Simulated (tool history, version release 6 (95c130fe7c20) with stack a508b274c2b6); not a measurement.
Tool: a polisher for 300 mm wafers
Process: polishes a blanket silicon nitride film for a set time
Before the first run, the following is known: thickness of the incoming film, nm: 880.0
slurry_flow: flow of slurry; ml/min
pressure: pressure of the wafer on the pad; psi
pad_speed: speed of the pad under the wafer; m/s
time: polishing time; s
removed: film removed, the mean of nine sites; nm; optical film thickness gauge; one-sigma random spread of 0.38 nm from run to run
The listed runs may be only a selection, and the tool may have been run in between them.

{"run": 1, "hour": 0.0, "slurry_flow": 265, "pressure": 3.9, "pad_speed": 1.1, "time": 22, "removed": 44.408}
{"run": 2, "hour": 4.6, "slurry_flow": 265, "pressure": 4.5, "pad_speed": 1.1, "time": 22, "removed": 51.501}
{"run": 3, "hour": 8.2, "slurry_flow": 265, "pressure": 4.5, "pad_speed": 1.1, "time": 20, "removed": 45.994}
{"run": 4, "hour": 11.5, "slurry_flow": 220, "pressure": 4.5, "pad_speed": 1.1, "time": 20, "removed": 44.808}
{"run": 5, "hour": 13.6, "slurry_flow": 250, "pressure": 4.6, "pad_speed": 1.1, "time": 20, "removed": 46.327}
{"run": 6, "hour": 19.9, "slurry_flow": 310, "pressure": 4.6, "pad_speed": 1.1, "time": 20, "removed": 48.129}

Run 7 comes next. What will it give?
{"run": 7, "hour": 26.7, "slurry_flow": 315, "pressure": 4.7, "pad_speed": 1.1, "time": 20, "removed": "?"}

{"run 7": {"removed": 49.167}}
